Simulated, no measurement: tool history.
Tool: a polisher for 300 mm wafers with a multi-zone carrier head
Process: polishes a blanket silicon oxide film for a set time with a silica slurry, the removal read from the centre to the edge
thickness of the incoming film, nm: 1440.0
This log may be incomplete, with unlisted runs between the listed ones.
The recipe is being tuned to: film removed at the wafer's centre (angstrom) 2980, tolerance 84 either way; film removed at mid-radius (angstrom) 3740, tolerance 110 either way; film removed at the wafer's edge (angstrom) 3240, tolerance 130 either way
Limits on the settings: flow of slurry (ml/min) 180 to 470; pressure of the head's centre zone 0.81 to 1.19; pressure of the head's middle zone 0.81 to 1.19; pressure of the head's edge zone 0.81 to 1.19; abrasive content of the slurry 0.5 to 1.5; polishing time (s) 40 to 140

run	hour	flow of slurry (ml/min)	pressure of the head's centre zone	pressure of the head's middle zone	pressure of the head's edge zone	abrasive content of the slurry	polishing time (s)	film removed at the wafer's centre (angstrom)	film removed at mid-radius (angstrom)	film removed at the wafer's edge (angstrom)
1	0	300	1	1	1	1	90	2681.1	2656.8	2683.1
2	3.9	315	0.98	1.06	1.02	1.1	90	2778	2936.5	2895
3	12.4	315	0.98	1.11	1.02	1.1	90	2764.7	3057.3	2851.6
4	19.9	360	0.98	1.11	1.02	1.1	90	2823.4	3021.5	2963.7
5	27.1	360	0.9	1.11	1.02	1.1	90	2619.1	3019.1	2866.6
6	34	360	0.9	1.11	1.02	1.1	110	3177.6	3709	3568.9
7	42.4	340	0.89	1.12	0.99	1.1	110	3100	3715.3	3563.6
8	50.1	305	0.91	1.14	0.96	1.05	110	3068.5	3665.4	3324.5

Which one of the following 5 next-run settings gets every result inside its allowed miss? There is exactly one.
A	57.8	295	0.94	1.19	0.92	1.05	111	?	?	?
B	57.8	240	0.9	1.06	0.93	0.95	123	?	?	?
C	57.8	320	0.94	1.14	0.97	1.05	106	?	?	?
D	57.8	310	0.97	1.15	0.87	1	118	?	?	?
E	57.8	275	0.9	1.19	0.95	1.05	109	?	?	?

move	film removed at the wafer's centre (angstrom)	film removed at mid-radius (angstrom)	film removed at the wafer's edge (angstrom)
A	3207.1	3770	3297.4
B	3143	3567.9	3428.2
C	3088.4	3518.2	3249.2
D	3449.1	3831.4	3345.6
E	2990.1	3675.8	3268.7
A: lands further from the targets than the last run did
B: lands further from the targets than the last run did
C: lands further from the targets than the last run did
D: lands further from the targets than the last run did
E: all results in spec
E meets every target.

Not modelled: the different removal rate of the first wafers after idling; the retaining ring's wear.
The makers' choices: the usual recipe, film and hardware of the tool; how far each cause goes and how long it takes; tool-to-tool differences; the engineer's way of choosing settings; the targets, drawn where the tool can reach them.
